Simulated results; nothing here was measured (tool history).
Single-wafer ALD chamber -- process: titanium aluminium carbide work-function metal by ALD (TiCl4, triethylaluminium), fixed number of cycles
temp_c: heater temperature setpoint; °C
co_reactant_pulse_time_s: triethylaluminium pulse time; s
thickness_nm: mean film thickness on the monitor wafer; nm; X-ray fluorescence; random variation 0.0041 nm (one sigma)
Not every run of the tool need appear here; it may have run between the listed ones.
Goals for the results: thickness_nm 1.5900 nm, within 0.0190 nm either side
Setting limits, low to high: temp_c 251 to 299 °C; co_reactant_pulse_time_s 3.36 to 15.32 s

run 1 hour=0.0 | temp_c=275 co_reactant_pulse_time_s=9.34 | thickness_nm=1.7136
run 2 hour=6.2 | temp_c=282 co_reactant_pulse_time_s=9.34 | thickness_nm=1.7695
run 3 hour=8.8 | temp_c=282 co_reactant_pulse_time_s=7.61 | thickness_nm=1.7209
run 4 hour=15.2 | temp_c=277 co_reactant_pulse_time_s=7.42 | thickness_nm=1.6724
run 5 hour=18.9 | temp_c=274 co_reactant_pulse_time_s=7.32 | thickness_nm=1.6486
run 6 hour=24.0 | temp_c=274 co_reactant_pulse_time_s=4.98 | thickness_nm=1.5011
run 7 hour=32.4 | temp_c=277 co_reactant_pulse_time_s=5.03 | thickness_nm=1.5206
run 8 hour=36.0 | temp_c=280 co_reactant_pulse_time_s=5.09 | thickness_nm=1.5534
run 9 hour=38.1 | temp_c=281 co_reactant_pulse_time_s=5.12 | thickness_nm=1.5657
run 10 hour=41.1 | temp_c=282 co_reactant_pulse_time_s=5.14 | thickness_nm=1.5698

Below are 4 possible settings for the next run. Only one of them brings all results inside the allowed miss of their targets. Which is it?
run A hour=44.1 | temp_c=282 co_reactant_pulse_time_s=5.41 | thickness_nm=?
run B hour=44.1 | temp_c=278 co_reactant_pulse_time_s=5.26 | thickness_nm=?
run C hour=44.1 | temp_c=273 co_reactant_pulse_time_s=5.62 | thickness_nm=?
run D hour=44.1 | temp_c=280 co_reactant_pulse_time_s=4.89 | thickness_nm=?

move=A thickness_nm=1.5989
move=B thickness_nm=1.5579
move=C thickness_nm=1.5493
move=D thickness_nm=1.5400
A: meets every target
B: its largest miss is bigger than the last run's
C: its largest miss is bigger than the last run's
D: its largest miss is bigger than the last run's
Answer: A
